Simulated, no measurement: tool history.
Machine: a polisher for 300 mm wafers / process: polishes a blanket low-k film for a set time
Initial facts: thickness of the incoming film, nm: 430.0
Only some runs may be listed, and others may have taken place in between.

run,hour,flow of slurry (ml/min),pressure of the wafer on the pad (psi),speed of the pad under the wafer (m/s),abrasive content of the slurry,polishing time (s),film removed (nm)
1,0.0,290,1.4,0.98,1.0,33,10.0190
2,2.4,290,1.5,0.98,1.0,33,10.6200
3,11.2,290,1.5,0.98,1.0,30,9.5315
4,19.5,290,1.5,0.98,1.1,30,10.0230
5,22.9,290,1.6,1.00,1.1,30,10.7430
6,31.9,290,1.7,1.02,1.1,30,11.5210
7,37.5,290,1.8,1.04,1.1,30,12.3620
8,43.4,290,1.9,1.06,1.1,30,13.1430

Run 9 comes next. What will it give?
9,48.5,290,1.9,1.08,1.1,30,?

film removed (nm): 13.5270

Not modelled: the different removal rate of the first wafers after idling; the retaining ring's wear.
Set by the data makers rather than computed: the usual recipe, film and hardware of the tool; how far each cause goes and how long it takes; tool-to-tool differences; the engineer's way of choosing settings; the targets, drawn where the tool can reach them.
